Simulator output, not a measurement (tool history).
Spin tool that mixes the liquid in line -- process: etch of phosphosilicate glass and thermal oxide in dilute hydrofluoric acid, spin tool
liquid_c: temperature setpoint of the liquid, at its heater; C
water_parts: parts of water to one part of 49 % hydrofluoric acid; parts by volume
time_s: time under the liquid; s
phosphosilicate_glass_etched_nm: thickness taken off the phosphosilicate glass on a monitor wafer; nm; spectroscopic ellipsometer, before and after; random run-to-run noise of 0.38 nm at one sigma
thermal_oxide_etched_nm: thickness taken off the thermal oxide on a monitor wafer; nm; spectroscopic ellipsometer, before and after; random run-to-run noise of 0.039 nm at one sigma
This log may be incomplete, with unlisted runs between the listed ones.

run  hour  liquid_c  water_parts  time_s  phosphosilicate_glass_etched_nm  thermal_oxide_etched_nm
  1     0        21          185      30                           27.836                  0.65963
  2   6.9        21          185      25                           23.139                  0.54691
  3  15.1        22          175      25                           25.583                  0.58554
  4  22.2      24.5          175      25                           28.385                  0.66688
  5  22.7      24.5          175      15                           16.897                  0.42884
  6    29      24.5          175      15                               17                  0.40058
  7  30.3        25          155      15                           20.178                  0.46801
  8  33.5      25.5          140      15                           22.748                  0.55366
  9    35      25.5          140      15                           22.983                  0.51696
 10  35.8      25.5          140      15                           22.989                  0.52731
 11  44.2        26          130      15                           25.514                  0.57331
 12  45.8      26.5          120      15                           28.409                  0.64085
 13  48.1        27          115      15                           30.252                  0.74231
 14  53.6        26           45      15                           81.379                   1.9357
 15  59.9      26.5           50      15                           75.755                   1.7672
 16  60.7        27           55      15                           69.681                   1.5561
 17  66.9        27           60      15                           62.884                   1.4723
 18  74.6        28           70      15                           55.889                   1.3056
 19  77.9        28           75      15                           51.123                   1.1902

Forecast run 20:
 20    80      28.5           75      15                                ?                        ?

phosphosilicate_glass_etched_nm: 52.385 nm
thermal_oxide_etched_nm: 1.1886 nm

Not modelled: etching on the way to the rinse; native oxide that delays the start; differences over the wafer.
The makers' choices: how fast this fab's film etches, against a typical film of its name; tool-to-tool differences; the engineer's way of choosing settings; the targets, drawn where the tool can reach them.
